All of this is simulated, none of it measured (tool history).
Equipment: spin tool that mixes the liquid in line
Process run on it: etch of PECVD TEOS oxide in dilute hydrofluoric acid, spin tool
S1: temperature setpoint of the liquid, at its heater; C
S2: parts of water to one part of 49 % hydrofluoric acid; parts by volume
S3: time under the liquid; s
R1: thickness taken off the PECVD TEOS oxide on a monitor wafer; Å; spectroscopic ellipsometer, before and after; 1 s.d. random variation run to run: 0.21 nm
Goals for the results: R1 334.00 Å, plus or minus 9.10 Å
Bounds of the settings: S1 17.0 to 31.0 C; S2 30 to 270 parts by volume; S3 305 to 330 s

{"run": 1, "day": 0.0, "S1": 23.0, "S2": 150, "S3": 305, "R1": 200.29}
{"run": 2, "day": 0.204, "S1": 23.0, "S2": 150, "S3": 330, "R1": 216.73}
{"run": 3, "day": 0.538, "S1": 23.0, "S2": 120, "S3": 330, "R1": 284.52}
{"run": 4, "day": 0.65, "S1": 24.0, "S2": 120, "S3": 330, "R1": 294.41}
{"run": 5, "day": 0.75, "S1": 24.0, "S2": 120, "S3": 330, "R1": 291.08}
{"run": 6, "day": 0.792, "S1": 25.0, "S2": 120, "S3": 330, "R1": 306.11}
{"run": 7, "day": 0.892, "S1": 25.5, "S2": 120, "S3": 330, "R1": 308.65}
{"run": 8, "day": 1.162, "S1": 26.0, "S2": 120, "S3": 330, "R1": 319.76}
{"run": 9, "day": 1.254, "S1": 26.5, "S2": 120, "S3": 330, "R1": 320.87}

Next run, 4 choices. One meets every target within its allowed miss, the rest don't. Which?
{"run": "A", "day": 1.346, "S1": 26.5, "S2": 105, "S3": 305, "R1": "?"}
{"run": "B", "day": 1.346, "S1": 28.0, "S2": 120, "S3": 320, "R1": "?"}
{"run": "C", "day": 1.346, "S1": 27.0, "S2": 110, "S3": 330, "R1": "?"}
{"run": "D", "day": 1.346, "S1": 28.0, "S2": 110, "S3": 305, "R1": "?"}

move=A R1=346.98
move=B R1=330.74
move=C R1=362.94
move=D R1=348.46
A: takes the result that was furthest off past its target
B: hits every target within its allowed miss
C: takes the result that was furthest off past its target
D: takes the result that was furthest off past its target
Correct choice: B, which meets every target

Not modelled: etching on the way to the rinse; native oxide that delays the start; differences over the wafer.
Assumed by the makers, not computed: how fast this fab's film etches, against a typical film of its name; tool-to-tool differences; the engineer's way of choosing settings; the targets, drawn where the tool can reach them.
